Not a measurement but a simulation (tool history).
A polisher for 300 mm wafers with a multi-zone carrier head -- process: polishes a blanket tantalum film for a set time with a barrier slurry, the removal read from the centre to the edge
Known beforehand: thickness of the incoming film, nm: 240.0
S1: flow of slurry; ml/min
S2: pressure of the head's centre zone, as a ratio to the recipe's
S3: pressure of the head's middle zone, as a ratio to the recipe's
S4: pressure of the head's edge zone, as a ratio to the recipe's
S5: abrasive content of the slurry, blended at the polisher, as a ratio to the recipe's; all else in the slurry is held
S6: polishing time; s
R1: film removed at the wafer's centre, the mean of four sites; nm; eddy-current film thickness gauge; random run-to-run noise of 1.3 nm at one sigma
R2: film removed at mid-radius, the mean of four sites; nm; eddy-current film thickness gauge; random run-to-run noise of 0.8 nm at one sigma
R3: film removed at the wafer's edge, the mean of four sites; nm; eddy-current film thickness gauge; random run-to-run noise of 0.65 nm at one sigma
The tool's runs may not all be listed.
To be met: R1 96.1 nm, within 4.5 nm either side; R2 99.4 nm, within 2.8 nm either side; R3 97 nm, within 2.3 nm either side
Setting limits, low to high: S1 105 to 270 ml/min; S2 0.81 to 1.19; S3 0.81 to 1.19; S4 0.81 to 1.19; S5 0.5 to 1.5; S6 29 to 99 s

{"run": 1, "hour": 0.0, "S1": 175, "S2": 1, "S3": 1, "S4": 1, "S5": 1, "S6": 64, "R1": 71.001, "R2": 69.771, "R3": 72.31}
{"run": 2, "hour": 6.9, "S1": 175, "S2": 1, "S3": 1, "S4": 0.93, "S5": 1, "S6": 64, "R1": 69.227, "R2": 70.718, "R3": 70.002}
{"run": 3, "hour": 10.3, "S1": 195, "S2": 1, "S3": 1, "S4": 0.93, "S5": 1, "S6": 64, "R1": 72.089, "R2": 72.402, "R3": 70.826}
{"run": 4, "hour": 17.6, "S1": 200, "S2": 1, "S3": 1.01, "S4": 0.95, "S5": 1.05, "S6": 64, "R1": 73.261, "R2": 74.519, "R3": 73.554}
{"run": 5, "hour": 20.4, "S1": 200, "S2": 1, "S3": 1.05, "S4": 0.95, "S5": 1.05, "S6": 64, "R1": 73.46, "R2": 77.396, "R3": 73.672}
{"run": 6, "hour": 25.7, "S1": 200, "S2": 1, "S3": 1.05, "S4": 0.95, "S5": 0.9, "S6": 64, "R1": 70.137, "R2": 73.022, "R3": 70.13}
{"run": 7, "hour": 29.3, "S1": 205, "S2": 1.01, "S3": 1.06, "S4": 0.97, "S5": 0.95, "S6": 64, "R1": 71.639, "R2": 75.349, "R3": 71.778}
{"run": 8, "hour": 38.1, "S1": 210, "S2": 1.02, "S3": 1.07, "S4": 0.99, "S5": 1, "S6": 64, "R1": 75.774, "R2": 77.225, "R3": 73.984}
{"run": 9, "hour": 41.2, "S1": 215, "S2": 1.02, "S3": 1.08, "S4": 1.01, "S5": 1.05, "S6": 64, "R1": 77.639, "R2": 81.087, "R3": 75.877}
{"run": 10, "hour": 46.4, "S1": 215, "S2": 1.02, "S3": 1.08, "S4": 1.03, "S5": 1.1, "S6": 64, "R1": 79.12, "R2": 81.384, "R3": 77.014}
{"run": 11, "hour": 47.0, "S1": 235, "S2": 0.99, "S3": 1.12, "S4": 1.13, "S5": 1.35, "S6": 70, "R1": 88.318, "R2": 99.008, "R3": 91.95}
{"run": 12, "hour": 54.5, "S1": 235, "S2": 0.99, "S3": 1.12, "S4": 1.14, "S5": 1.35, "S6": 70, "R1": 87.552, "R2": 100.16, "R3": 93.977}
{"run": 13, "hour": 58.9, "S1": 235, "S2": 1, "S3": 1.12, "S4": 1.14, "S5": 1.35, "S6": 70, "R1": 89.588, "R2": 98.694, "R3": 92.368}
{"hour": 62.4, "done": "slurry nozzle cleaned"}
{"run": 14, "hour": 62.4, "S1": 235, "S2": 1, "S3": 1.12, "S4": 1.15, "S5": 1.35, "S6": 70, "R1": 95.654, "R2": 103.76, "R3": 97.057}
{"run": 15, "hour": 67.4, "S1": 235, "S2": 1, "S3": 1.11, "S4": 1.15, "S5": 1.35, "S6": 70, "R1": 94.94, "R2": 104.3, "R3": 97.059}
{"run": 16, "hour": 70.6, "S1": 230, "S2": 1, "S3": 1.1, "S4": 1.15, "S5": 1.35, "S6": 70, "R1": 95.76, "R2": 102.03, "R3": 96.974}

Which one of the following 4 next-run settings gets every result inside its allowed miss? There is exactly one.
{"run": "A", "hour": 73.8, "S1": 155, "S2": 0.98, "S3": 1.14, "S4": 1.1, "S5": 1.5, "S6": 74, "R1": "?", "R2": "?", "R3": "?"}
{"run": "B", "hour": 73.8, "S1": 255, "S2": 1.03, "S3": 1.15, "S4": 1.12, "S5": 1.3, "S6": 70, "R1": "?", "R2": "?", "R3": "?"}
{"run": "C", "hour": 73.8, "S1": 225, "S2": 1.06, "S3": 1.07, "S4": 1.13, "S5": 1.35, "S6": 68, "R1": "?", "R2": "?", "R3": "?"}
{"run": "D", "hour": 73.8, "S1": 205, "S2": 1.01, "S3": 1.07, "S4": 1.19, "S5": 1.1, "S6": 74, "R1": "?", "R2": "?", "R3": "?"}

move=A R1=93.795 R2=107.24 R3=97.804
move=B R1=98.49 R2=106.85 R3=95.243
move=C R1=97.623 R2=96.935 R3=92.623
move=D R1=94.391 R2=98.575 R3=95.926
A: further off than the last run
B: further off than the last run
C: puts the biggest miss on target and leaves a different result outside tolerance
D: meets every target
Go with D: it meets all targets.

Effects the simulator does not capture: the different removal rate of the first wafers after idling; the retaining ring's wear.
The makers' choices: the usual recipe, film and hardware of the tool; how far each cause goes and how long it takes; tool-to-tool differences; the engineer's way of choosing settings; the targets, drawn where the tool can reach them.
